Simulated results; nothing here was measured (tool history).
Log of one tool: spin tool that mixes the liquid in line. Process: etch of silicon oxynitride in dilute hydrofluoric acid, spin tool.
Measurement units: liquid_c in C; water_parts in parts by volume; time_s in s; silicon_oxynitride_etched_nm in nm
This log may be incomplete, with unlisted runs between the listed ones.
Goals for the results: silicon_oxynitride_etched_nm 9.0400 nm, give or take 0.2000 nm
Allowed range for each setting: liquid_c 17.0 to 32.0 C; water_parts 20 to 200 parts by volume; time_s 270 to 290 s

{"run": 1, "hour": 0.0, "liquid_c": 24.0, "water_parts": 110, "time_s": 270, "silicon_oxynitride_etched_nm": 8.1442}
{"run": 2, "hour": 6.6, "liquid_c": 24.0, "water_parts": 110, "time_s": 290, "silicon_oxynitride_etched_nm": 8.7561}
{"run": 3, "hour": 14.1, "liquid_c": 24.0, "water_parts": 90, "time_s": 290, "silicon_oxynitride_etched_nm": 10.773}
{"run": 4, "hour": 16.5, "liquid_c": 24.0, "water_parts": 90, "time_s": 270, "silicon_oxynitride_etched_nm": 9.9993}
{"run": 5, "hour": 19.9, "liquid_c": 26.5, "water_parts": 90, "time_s": 270, "silicon_oxynitride_etched_nm": 11.386}
{"run": 6, "hour": 23.8, "liquid_c": 26.5, "water_parts": 60, "time_s": 270, "silicon_oxynitride_etched_nm": 17.419}
{"run": 7, "hour": 28.1, "liquid_c": 23.5, "water_parts": 60, "time_s": 270, "silicon_oxynitride_etched_nm": 14.901}
{"run": 8, "hour": 31.0, "liquid_c": 21.5, "water_parts": 65, "time_s": 270, "silicon_oxynitride_etched_nm": 12.586}
{"run": 9, "hour": 35.2, "liquid_c": 20.0, "water_parts": 70, "time_s": 270, "silicon_oxynitride_etched_nm": 10.805}
{"run": 10, "hour": 41.6, "liquid_c": 19.0, "water_parts": 70, "time_s": 270, "silicon_oxynitride_etched_nm": 10.259}
{"run": 11, "hour": 44.8, "liquid_c": 18.5, "water_parts": 70, "time_s": 270, "silicon_oxynitride_etched_nm": 9.9284}
{"run": 12, "hour": 46.4, "liquid_c": 18.0, "water_parts": 70, "time_s": 270, "silicon_oxynitride_etched_nm": 9.6602}
{"run": 13, "hour": 53.2, "liquid_c": 17.5, "water_parts": 70, "time_s": 270, "silicon_oxynitride_etched_nm": 9.551}
{"run": 14, "hour": 54.1, "liquid_c": 17.0, "water_parts": 70, "time_s": 270, "silicon_oxynitride_etched_nm": 9.2974}
{"run": 15, "hour": 61.7, "liquid_c": 17.0, "water_parts": 75, "time_s": 270, "silicon_oxynitride_etched_nm": 8.6445}

Exactly one of the 5 candidate moves below puts every result within its allowed miss. Which one?
{"run": "A", "hour": 69.3, "liquid_c": 20.0, "water_parts": 95, "time_s": 290, "silicon_oxynitride_etched_nm": "?"}
{"run": "B", "hour": 69.3, "liquid_c": 20.0, "water_parts": 90, "time_s": 280, "silicon_oxynitride_etched_nm": "?"}
{"run": "C", "hour": 69.3, "liquid_c": 21.5, "water_parts": 90, "time_s": 275, "silicon_oxynitride_etched_nm": "?"}
{"run": "D", "hour": 69.3, "liquid_c": 17.5, "water_parts": 70, "time_s": 270, "silicon_oxynitride_etched_nm": "?"}
{"run": "E", "hour": 69.3, "liquid_c": 17.5, "water_parts": 75, "time_s": 290, "silicon_oxynitride_etched_nm": "?"}

move=A silicon_oxynitride_etched_nm=8.3551
move=B silicon_oxynitride_etched_nm=8.5462
move=C silicon_oxynitride_etched_nm=9.0320
move=D silicon_oxynitride_etched_nm=9.4821
move=E silicon_oxynitride_etched_nm=9.4741
A: its largest miss is bigger than the last run's
B: its largest miss is bigger than the last run's
C: all results in spec
D: the result that was furthest off in the last run now lies on the other side of its target
E: the result that was furthest off in the last run now lies on the other side of its target
C is the move that brings every result within its allowed miss.
